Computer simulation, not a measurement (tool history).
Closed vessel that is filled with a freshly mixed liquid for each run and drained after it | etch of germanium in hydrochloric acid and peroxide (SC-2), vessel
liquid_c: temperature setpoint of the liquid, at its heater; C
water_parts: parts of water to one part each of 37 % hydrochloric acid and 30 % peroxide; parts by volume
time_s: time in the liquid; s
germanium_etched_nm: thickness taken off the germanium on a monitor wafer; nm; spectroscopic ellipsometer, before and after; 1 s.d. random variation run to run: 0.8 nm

{"run": 1, "hour": 0.0, "liquid_c": 45.0, "water_parts": 6.5, "time_s": 85, "germanium_etched_nm": 221.04}
{"run": 2, "hour": 1.3, "liquid_c": 50.5, "water_parts": 6.5, "time_s": 85, "germanium_etched_nm": 264.39}
{"run": 3, "hour": 3.6, "liquid_c": 48.5, "water_parts": 6.5, "time_s": 85, "germanium_etched_nm": 247.57}
{"run": 4, "hour": 5.7, "liquid_c": 47.0, "water_parts": 6.5, "time_s": 85, "germanium_etched_nm": 235.53}
{"run": 5, "hour": 10.5, "liquid_c": 47.0, "water_parts": 6.5, "time_s": 95, "germanium_etched_nm": 264.31}
{"run": 6, "hour": 15.8, "liquid_c": 47.0, "water_parts": 6.5, "time_s": 95, "germanium_etched_nm": 263.82}
{"run": 7, "hour": 21.7, "liquid_c": 45.5, "water_parts": 6.5, "time_s": 95, "germanium_etched_nm": 248.63}

Run 8 comes next. What will it give?
{"run": 8, "hour": 30.2, "liquid_c": 44.0, "water_parts": 6.5, "time_s": 95, "germanium_etched_nm": "?"}

{"run 8": {"germanium_etched_nm": 239.43}}
